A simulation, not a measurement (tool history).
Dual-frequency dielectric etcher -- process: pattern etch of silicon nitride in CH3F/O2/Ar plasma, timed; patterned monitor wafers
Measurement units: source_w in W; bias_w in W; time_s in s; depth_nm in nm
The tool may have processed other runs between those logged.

| run | hour | source_w | bias_w | time_s | depth_nm |
|---|---|---|---|---|---|
| 1 | 0 | 330 | 75 | 28.5 | 19.186 |
| 2 | 4.6 | 330 | 84 | 28.5 | 19.802 |
| 3 | 5.2 | 330 | 74 | 28.5 | 19.032 |
| 4 | 10.3 | 300 | 72 | 28.5 | 18.133 |
| 5 | 12.6 | 340 | 72 | 28.5 | 19.158 |
| 6 | 19.5 | 340 | 65 | 28.5 | 18.699 |
| 7 | 27.9 | 310 | 64 | 28.5 | 17.925 |
| 8 | 33.8 | 290 | 63 | 28.5 | 17.308 |

What will run 9 give?
| 9 | 39.1 | 280 | 63 | 28.5 | ? |

For run 9 the tool returned depth_nm 17.068 nm.

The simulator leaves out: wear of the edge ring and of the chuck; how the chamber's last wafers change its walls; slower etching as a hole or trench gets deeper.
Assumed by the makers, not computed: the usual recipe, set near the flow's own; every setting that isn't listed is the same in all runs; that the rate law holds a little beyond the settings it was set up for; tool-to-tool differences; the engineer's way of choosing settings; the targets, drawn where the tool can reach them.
